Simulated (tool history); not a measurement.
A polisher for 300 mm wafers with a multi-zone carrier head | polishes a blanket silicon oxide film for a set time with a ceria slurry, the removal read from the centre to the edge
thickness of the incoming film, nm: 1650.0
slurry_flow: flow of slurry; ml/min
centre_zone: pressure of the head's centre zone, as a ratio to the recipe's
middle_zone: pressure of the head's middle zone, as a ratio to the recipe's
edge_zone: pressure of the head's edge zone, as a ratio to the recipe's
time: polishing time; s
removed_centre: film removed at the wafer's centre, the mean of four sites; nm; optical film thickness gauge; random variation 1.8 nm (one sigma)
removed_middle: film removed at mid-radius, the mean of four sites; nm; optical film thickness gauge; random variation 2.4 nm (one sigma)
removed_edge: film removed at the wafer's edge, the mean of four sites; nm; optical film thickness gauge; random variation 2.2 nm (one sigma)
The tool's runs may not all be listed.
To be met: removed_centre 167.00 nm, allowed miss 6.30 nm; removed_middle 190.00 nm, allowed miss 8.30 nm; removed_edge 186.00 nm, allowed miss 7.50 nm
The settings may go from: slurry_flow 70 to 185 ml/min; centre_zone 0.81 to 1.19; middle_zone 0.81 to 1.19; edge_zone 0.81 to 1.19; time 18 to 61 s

run	hour	slurry_flow	centre_zone	middle_zone	edge_zone	time	removed_centre	removed_middle	removed_edge
1	0.0	120	1.00	1.00	1.00	39	245.32	248.14	254.18
2	6.0	140	1.00	1.00	1.00	39	254.21	256.34	250.90
3	8.3	140	1.00	1.00	1.08	39	255.96	256.09	265.97
4	17.2	140	0.97	0.99	1.05	37	236.17	239.85	247.31
5	18.3	140	0.97	0.99	1.05	27	169.07	176.42	176.92
6	25.0	140	0.96	1.00	1.06	27	170.23	174.51	181.10
7	25.7	145	0.89	1.10	1.03	28	166.62	204.39	183.91
8	28.0	145	0.89	1.09	1.04	28	166.72	200.91	180.32

4 next moves are on the table. One of them brings every result within its allowed miss. Which?
A	30.3	165	0.90	1.15	0.89	28	?	?	?
B	30.3	175	0.90	1.02	1.05	27	?	?	?
C	30.3	160	0.82	1.12	1.10	28	?	?	?
D	30.3	175	0.98	1.19	1.01	26	?	?	?

move	removed_centre	removed_middle	removed_edge
A	173.31	216.77	176.00
B	168.58	190.26	184.81
C	156.93	210.97	194.01
D	177.10	208.95	174.26
A: further off than the last run
B: meets every target
C: further off than the last run
D: further off than the last run
Move B is the one to make.
